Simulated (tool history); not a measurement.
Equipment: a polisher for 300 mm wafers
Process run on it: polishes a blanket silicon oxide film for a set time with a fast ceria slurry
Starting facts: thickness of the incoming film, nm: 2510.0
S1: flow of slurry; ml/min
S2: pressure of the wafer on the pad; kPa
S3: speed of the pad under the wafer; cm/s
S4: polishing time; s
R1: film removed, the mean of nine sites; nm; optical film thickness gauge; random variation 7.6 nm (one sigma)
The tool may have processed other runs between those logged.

run 1 day=0.000 | S1=215 S2=11.0 S3=116 S4=32 | R1=404.45
run 2 day=0.121 | S1=260 S2=11.0 S3=116 S4=32 | R1=414.80
run 3 day=0.304 | S1=260 S2=11.0 S3=106 S4=32 | R1=371.77
run 4 day=0.496 | S1=305 S2=11.0 S3=106 S4=32 | R1=371.04
run 5 day=0.575 | S1=305 S2=11.0 S3=106 S4=32 | R1=391.31
run 6 day=0.704 | S1=255 S2=11.0 S3=106 S4=32 | R1=374.76

Run 7 has not been measured yet. What should we expect?
run 7 day=0.938 | S1=255 S2=11.7 S3=106 S4=32 | R1=?

{"run 7": {"R1": 392.65}}

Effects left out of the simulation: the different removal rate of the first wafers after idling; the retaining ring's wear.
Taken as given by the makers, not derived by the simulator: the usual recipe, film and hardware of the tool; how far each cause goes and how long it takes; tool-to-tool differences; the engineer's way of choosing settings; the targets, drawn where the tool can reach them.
